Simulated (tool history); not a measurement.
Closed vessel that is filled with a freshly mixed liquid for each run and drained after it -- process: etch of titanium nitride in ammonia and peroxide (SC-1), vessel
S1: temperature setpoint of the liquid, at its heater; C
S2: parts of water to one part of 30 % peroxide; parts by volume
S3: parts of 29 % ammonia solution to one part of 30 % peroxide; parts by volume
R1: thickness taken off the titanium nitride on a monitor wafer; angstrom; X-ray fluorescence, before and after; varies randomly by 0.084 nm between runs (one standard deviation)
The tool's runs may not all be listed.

Run 1, hour 0: S1 57 C, S2 23.5 parts by volume, S3 0.45 parts by volume, time in the liquid (s) 130. Result: R1 95.654 angstrom.
Run 2, hour 8.6: S1 57 C, S2 23.5 parts by volume, S3 0.35 parts by volume, time in the liquid (s) 130. Result: R1 90.861 angstrom.
Run 3, hour 15.9: S1 57 C, S2 23.5 parts by volume, S3 0.35 parts by volume, time in the liquid (s) 100. Result: R1 69.543 angstrom.
Run 4, hour 23.6: S1 57 C, S2 23.5 parts by volume, S3 0.4 parts by volume, time in the liquid (s) 100. Result: R1 71.604 angstrom.
Run 5, hour 27.7: S1 57 C, S2 23.5 parts by volume, S3 0.4 parts by volume, time in the liquid (s) 100. Result: R1 72.481 angstrom.
Run 6, hour 33.7: S1 58 C, S2 23.5 parts by volume, S3 0.4 parts by volume, time in the liquid (s) 100. Result: R1 77.894 angstrom.
Run 7, hour 35.8: S1 59 C, S2 23.5 parts by volume, S3 0.4 parts by volume, time in the liquid (s) 100. Result: R1 82.16 angstrom.
Run 8, hour 37.6: S1 59.5 C, S2 23.5 parts by volume, S3 0.4 parts by volume, time in the liquid (s) 100. Result: R1 86.04 angstrom.

Run 9, settings as shown, results not yet in. Your forecast:
At hour 46.3: ammonia flow meter replaced.
Run 9, hour 46.3: S1 60 C, S2 23.5 parts by volume, S3 0.4 parts by volume, time in the liquid (s) 100. Result: R1 ?.

Run 9 came out at R1 89.808 angstrom.
